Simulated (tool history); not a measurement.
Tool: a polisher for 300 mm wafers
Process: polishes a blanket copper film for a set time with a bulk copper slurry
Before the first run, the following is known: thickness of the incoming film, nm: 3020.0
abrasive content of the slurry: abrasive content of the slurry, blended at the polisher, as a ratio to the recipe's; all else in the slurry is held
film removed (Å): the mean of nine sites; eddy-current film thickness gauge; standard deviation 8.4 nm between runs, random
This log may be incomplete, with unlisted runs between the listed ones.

run  hour  flow of slurry (ml/min)  pressure of the wafer on the pad (psi)  speed of the pad under the wafer (cm/s)  abrasive content of the slurry  polishing time (s)  film removed (Å)
  1   0.0                      120                                     1.9                                      122                             1.0                 108            8753.7
  2   8.3                      120                                     2.4                                      122                             1.0                 108           10691.0
  3  10.9                      120                                     2.8                                      122                             1.0                 108           12724.0
  4  17.2                      120                                     2.8                                      122                             1.0                 108           12323.0
  5  25.7                      120                                     3.0                                      122                             1.0                 108           13204.0
  6  29.4                      115                                     2.5                                      118                             1.0                 108           10879.0
  7  35.8                      115                                     2.2                                      116                             1.0                 108            9664.6
  8  41.1                      115                                     1.9                                      114                             1.0                 108            8175.1

What will run 9 give?
  9  49.0                      115                                     1.8                                      114                             1.0                 108                 ?

film removed (Å): 7726.5

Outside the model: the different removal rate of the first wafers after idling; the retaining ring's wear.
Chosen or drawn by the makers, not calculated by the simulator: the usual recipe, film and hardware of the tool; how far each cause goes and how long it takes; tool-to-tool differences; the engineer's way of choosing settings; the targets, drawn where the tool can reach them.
